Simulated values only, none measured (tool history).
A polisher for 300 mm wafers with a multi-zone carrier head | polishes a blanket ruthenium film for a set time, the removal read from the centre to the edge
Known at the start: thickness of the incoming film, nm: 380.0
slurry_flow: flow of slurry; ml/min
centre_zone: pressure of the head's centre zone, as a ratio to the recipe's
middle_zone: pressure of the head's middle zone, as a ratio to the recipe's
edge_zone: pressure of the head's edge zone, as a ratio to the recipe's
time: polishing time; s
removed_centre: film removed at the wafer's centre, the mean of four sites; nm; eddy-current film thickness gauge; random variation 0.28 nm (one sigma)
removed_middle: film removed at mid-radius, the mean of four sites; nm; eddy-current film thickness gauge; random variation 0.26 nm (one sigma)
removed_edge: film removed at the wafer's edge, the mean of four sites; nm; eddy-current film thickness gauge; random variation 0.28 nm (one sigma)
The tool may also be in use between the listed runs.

{"run": 1, "day": 0.0, "slurry_flow": 280, "centre_zone": 1, "middle_zone": 1, "edge_zone": 1, "time": 48, "removed_centre": 52.285, "removed_middle": 52.594, "removed_edge": 52.914}
{"run": 2, "day": 0.112, "slurry_flow": 280, "centre_zone": 1, "middle_zone": 0.92, "edge_zone": 1, "time": 48, "removed_centre": 52.14, "removed_middle": 49.225, "removed_edge": 53.443}
{"run": 3, "day": 0.325, "slurry_flow": 305, "centre_zone": 1, "middle_zone": 0.92, "edge_zone": 1, "time": 48, "removed_centre": 52.939, "removed_middle": 49.312, "removed_edge": 53.545}
{"run": 4, "day": 0.542, "slurry_flow": 265, "centre_zone": 1, "middle_zone": 0.92, "edge_zone": 1, "time": 48, "removed_centre": 51.723, "removed_middle": 48.533, "removed_edge": 52.008}
{"run": 5, "day": 0.9, "slurry_flow": 265, "centre_zone": 1, "middle_zone": 0.92, "edge_zone": 1.04, "time": 48, "removed_centre": 51.299, "removed_middle": 48.553, "removed_edge": 53.771}
{"run": 6, "day": 1.233, "slurry_flow": 265, "centre_zone": 1.03, "middle_zone": 0.92, "edge_zone": 1.04, "time": 48, "removed_centre": 53.498, "removed_middle": 48.331, "removed_edge": 53.137}
{"run": 7, "day": 1.55, "slurry_flow": 255, "centre_zone": 1.01, "middle_zone": 0.93, "edge_zone": 1.01, "time": 45, "removed_centre": 49.515, "removed_middle": 45.856, "removed_edge": 49.113}
{"run": 8, "day": 1.812, "slurry_flow": 245, "centre_zone": 0.99, "middle_zone": 0.94, "edge_zone": 0.99, "time": 43, "removed_centre": 45.471, "removed_middle": 43.883, "removed_edge": 46.072}

The next listed run, before its measurement:
{"run": 9, "day": 2.058, "slurry_flow": 245, "centre_zone": 0.99, "middle_zone": 0.94, "edge_zone": 0.99, "time": 43, "removed_centre": "?", "removed_middle": "?", "removed_edge": "?"}

removed_centre: 46.302 nm
removed_middle: 44.445 nm
removed_edge: 46.774 nm
